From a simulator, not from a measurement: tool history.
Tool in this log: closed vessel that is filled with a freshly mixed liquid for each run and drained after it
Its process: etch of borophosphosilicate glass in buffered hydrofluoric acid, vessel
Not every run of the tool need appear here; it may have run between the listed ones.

run  hour  temperature setpoint of the liquid (K)  parts of 40 % ammonium fluoride to one part of 49 % hydrofluoric acid (parts by volume)  time in the liquid (s)  thickness taken off the borophosphosilicate glass on a monitor wafer (angstrom)
  1     0                                  295.15                                                                                      9.5                      35                                                                           515.75
  2   3.2                                  295.15                                                                                      9.5                      30                                                                           442.21
  3   6.2                                  295.15                                                                                      9.5                      35                                                                           512.64
  4  10.8                                  295.15                                                                                      8.5                      35                                                                            571.1
  5  19.9                                  295.15                                                                                      8.5                      35                                                                           572.82
  6    21                                  296.15                                                                                        8                      35                                                                           643.48
  7  25.9                                  297.15                                                                                      7.5                      35                                                                           734.85
  8  29.1                                  301.15                                                                                      5.5                      35                                                                             1212

Run 9, settings as shown, results not yet in. Your forecast:
  9  30.7                                  301.65                                                                                      5.5                      35                                                                                ?

Run 9 yielded thickness taken off the borophosphosilicate glass on a monitor wafer (angstrom) 1242.2.
